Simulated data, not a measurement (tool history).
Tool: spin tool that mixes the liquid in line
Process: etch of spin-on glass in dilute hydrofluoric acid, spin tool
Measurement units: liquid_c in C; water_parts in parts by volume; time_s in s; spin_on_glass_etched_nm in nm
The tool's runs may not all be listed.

| run | hour | liquid_c | water_parts | time_s | spin_on_glass_etched_nm |
|---|---|---|---|---|---|
| 1 | 0 | 21 | 255 | 30 | 3.2692 |
| 2 | 5.7 | 19 | 255 | 30 | 2.9791 |
| 3 | 9.4 | 19 | 255 | 25 | 2.5154 |
| 4 | 14.9 | 21.5 | 255 | 25 | 2.7511 |
| 5 | 15.9 | 20 | 255 | 25 | 2.5893 |
| 6 | 24.2 | 17 | 255 | 25 | 2.2916 |
| 7 | 30.7 | 19 | 245 | 25 | 2.638 |
| 8 | 31.9 | 20.5 | 235 | 25 | 2.9598 |
| 9 | 33.1 | 22 | 225 | 25 | 3.2816 |
| 10 | 36.6 | 23 | 215 | 25 | 3.6024 |
| 11 | 42.2 | 23 | 215 | 25 | 3.5883 |
| 12 | 43.8 | 23 | 215 | 25 | 3.6275 |
| 13 | 45.2 | 24 | 205 | 25 | 3.9186 |

Expected results for the next run?
| 14 | 46.2 | 25 | 200 | 25 | ? |

{"run 14": {"spin_on_glass_etched_nm": 4.2459}}
